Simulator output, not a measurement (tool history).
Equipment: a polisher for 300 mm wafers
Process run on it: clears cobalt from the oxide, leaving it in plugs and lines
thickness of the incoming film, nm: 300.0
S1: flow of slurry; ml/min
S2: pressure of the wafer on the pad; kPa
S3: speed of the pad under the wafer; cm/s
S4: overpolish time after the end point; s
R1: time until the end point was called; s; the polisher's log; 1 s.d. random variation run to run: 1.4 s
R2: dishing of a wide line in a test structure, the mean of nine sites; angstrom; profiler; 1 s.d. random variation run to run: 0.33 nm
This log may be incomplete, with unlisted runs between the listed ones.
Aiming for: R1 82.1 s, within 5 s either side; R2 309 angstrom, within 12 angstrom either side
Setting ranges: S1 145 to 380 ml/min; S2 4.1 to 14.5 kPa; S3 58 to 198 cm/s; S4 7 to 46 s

run,hour,S1,S2,S3,S4,R1,R2
1,0,245,9,128,24,74.693,494.34
2,4.8,210,9,128,24,77.065,491.81
3,5.4,240,8.3,128,21,79.191,457.78
4,13.6,240,8.3,150,21,72.419,478.79
5,16,240,8.3,150,18,72.905,450.58
6,22.1,265,8.3,144,16,74.674,410.8
7,24.3,335,6.9,136,7,90.024,210.71
8,27.6,265,8.3,138,8,74.554,265.86
9,30,255,8.3,140,8,75.308,260.03
10,33.2,255,8.3,142,9,71.492,287.76
11,40.5,255,8.3,142,9,73.8,288.09
12,42.5,255,6.9,140,17,87.758,389.29
13,46.4,265,6.9,136,17,90.193,386.21
14,52.6,275,6.9,134,17,88.801,385.47
15,60,280,6.9,130,17,87.144,375.01
16,65.5,290,6.9,126,17,90.602,383.06
17,66.5,290,6.9,122,16,93.567,363.09
18,68.1,295,6.9,120,16,96.067,365.07
19,69.1,300,6.9,120,15,91.989,347.23
20,75.2,305,6.9,120,15,94.422,353.09
21,76.3,305,6.9,122,14,91.1,332.78
22,83,310,6.9,122,14,93.362,343.08
23,89.8,310,6.9,124,14,91.682,341.4
24,92.1,310,7.6,126,12,83.875,318.51
25,93.7,310,7.6,128,12,81.75,317.3
26,95.8,310,7.6,128,10,82.936,291.29
27,104.4,310,7.6,126,10,85.517,278.15
28,113.4,305,7.6,126,10,83.307,283.17

Pick the move, out of 5, that brings all results within their allowed miss; only one does.
A,122.4,305,7.6,136,11,?,?
B,122.4,335,7.6,114,10,?,?
C,122.4,300,8.3,116,10,?,?
D,122.4,285,8.3,118,10,?,?
E,122.4,270,6.9,126,11,?,?

move,R1,R2
A,81.654,314.87
B,90.009,274.97
C,83.791,289.41
D,83.32,290.56
E,93.174,287.36
A: meets every target
B: further off than the last run
C: closes in on the targets versus the last run, not all within tolerance yet
D: closes in on the targets versus the last run, not all within tolerance yet
E: about as far from the targets as the last run
A meets every target.
